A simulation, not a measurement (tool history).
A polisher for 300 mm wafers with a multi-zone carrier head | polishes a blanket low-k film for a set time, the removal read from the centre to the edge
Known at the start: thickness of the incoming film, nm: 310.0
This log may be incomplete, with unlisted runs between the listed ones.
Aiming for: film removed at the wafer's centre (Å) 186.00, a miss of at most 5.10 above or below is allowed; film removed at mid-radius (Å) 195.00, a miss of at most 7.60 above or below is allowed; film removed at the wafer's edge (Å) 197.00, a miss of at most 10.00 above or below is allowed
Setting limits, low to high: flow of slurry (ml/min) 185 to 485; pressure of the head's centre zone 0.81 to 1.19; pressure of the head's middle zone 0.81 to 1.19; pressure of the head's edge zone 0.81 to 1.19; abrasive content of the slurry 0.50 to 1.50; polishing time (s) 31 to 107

run  hour  flow of slurry (ml/min)  pressure of the head's centre zone  pressure of the head's middle zone  pressure of the head's edge zone  abrasive content of the slurry  polishing time (s)  film removed at the wafer's centre (Å)  film removed at mid-radius (Å)  film removed at the wafer's edge (Å)
  1   0.0                      310                                1.00                                1.00                              1.00                            1.00                  69                                  213.99                          217.97                                213.23
  2   6.8                      305                                0.98                                0.98                              0.99                            1.00                  69                                  208.43                          214.30                                207.06
  3  12.8                      350                                0.98                                0.98                              0.99                            1.00                  69                                  212.55                          218.07                                216.55
  4  14.6                      395                                0.98                                0.98                              0.99                            1.00                  69                                  217.81                          220.73                                212.40
  5  17.4                      395                                0.98                                0.98                              0.99                            1.00                  85                                  258.81                          273.43                                267.61
  6  26.0                      395                                0.98                                1.03                              0.99                            1.00                  85                                  267.12                          273.61                                265.90
  7  30.6                      395                                0.98                                1.01                              1.00                            0.90                  83                                  243.77                          256.20                                248.13
  8  37.2                      400                                0.99                                0.98                              1.01                            0.80                  82                                  219.89                          224.81                                222.11

Pick the move, out of 4, that brings all results within their allowed miss; only one does.
  A  43.8                      435                                0.97                                1.04                              0.98                            0.75                  97                                       ?                               ?                                     ?
  B  43.8                      415                                0.87                                1.16                              0.88                            1.10                  75                                       ?                               ?                                     ?
  C  43.8                      450                                1.01                                1.11                              0.81                            0.85                  82                                       ?                               ?                                     ?
  D  43.8                      420                                0.92                                0.94                              0.99                            0.70                  81                                       ?                               ?                                     ?

move  film removed at the wafer's centre (Å)  film removed at mid-radius (Å)  film removed at the wafer's edge (Å)
   A                                  246.50                          261.79                                244.62
   B                                  224.99                          282.74                                232.49
   C                                  237.98                          255.89                                209.72
   D                                  185.11                          191.58                                193.27
A: misses by more than the last run did
B: misses by more than the last run did
C: misses by more than the last run did
D: every result within its allowed miss
Go with D: it meets all targets.
